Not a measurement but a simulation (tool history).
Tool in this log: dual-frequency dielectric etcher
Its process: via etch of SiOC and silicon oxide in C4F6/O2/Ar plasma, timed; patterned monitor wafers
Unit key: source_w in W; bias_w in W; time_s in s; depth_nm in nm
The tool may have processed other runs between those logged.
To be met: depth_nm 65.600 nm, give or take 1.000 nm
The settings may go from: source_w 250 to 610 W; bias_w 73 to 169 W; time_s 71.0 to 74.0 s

run 1 day=0.000 | source_w=430 bias_w=121 time_s=71.0 | depth_nm=77.945
run 2 day=0.096 | source_w=360 bias_w=121 time_s=71.0 | depth_nm=73.594
run 3 day=0.133 | source_w=350 bias_w=119 time_s=71.0 | depth_nm=72.543
run 4 day=0.508 | source_w=350 bias_w=119 time_s=74.0 | depth_nm=75.699
run 5 day=0.708 | source_w=340 bias_w=116 time_s=74.0 | depth_nm=74.890
run 6 day=0.767 | source_w=330 bias_w=113 time_s=74.0 | depth_nm=73.641
run 7 day=1.125 | source_w=330 bias_w=113 time_s=74.0 | depth_nm=73.031
run 8 day=1.500 | source_w=320 bias_w=112 time_s=74.0 | depth_nm=72.670
run 9 day=1.529 | source_w=310 bias_w=110 time_s=74.0 | depth_nm=71.621
run 10 day=1.817 | source_w=300 bias_w=108 time_s=74.0 | depth_nm=70.434
run 11 day=1.942 | source_w=290 bias_w=107 time_s=74.0 | depth_nm=69.972
run 12 day=2.162 | source_w=290 bias_w=106 time_s=74.0 | depth_nm=69.310
run 13 day=2.346 | source_w=290 bias_w=105 time_s=74.0 | depth_nm=69.269
run 14 day=2.496 | source_w=290 bias_w=104 time_s=74.0 | depth_nm=69.366
run 15 day=2.675 | source_w=290 bias_w=103 time_s=74.0 | depth_nm=69.572
run 16 day=2.833 | source_w=250 bias_w=92 time_s=73.5 | depth_nm=64.583

Of the 4 settings listed for the next run, only one would bring every result within its allowed miss of target. Which one?
run A day=2.992 | source_w=250 bias_w=95 time_s=72.0 | depth_nm=?
run B day=2.992 | source_w=250 bias_w=100 time_s=71.5 | depth_nm=?
run C day=2.992 | source_w=260 bias_w=93 time_s=74.0 | depth_nm=?
run D day=2.992 | source_w=250 bias_w=96 time_s=72.5 | depth_nm=?

move=A depth_nm=63.410
move=B depth_nm=63.790
move=C depth_nm=65.530
move=D depth_nm=64.018
A: moves away from the targets compared with the last run
B: moves away from the targets compared with the last run
C: in spec on every target
D: moves away from the targets compared with the last run
C is the move that brings every result within its allowed miss.
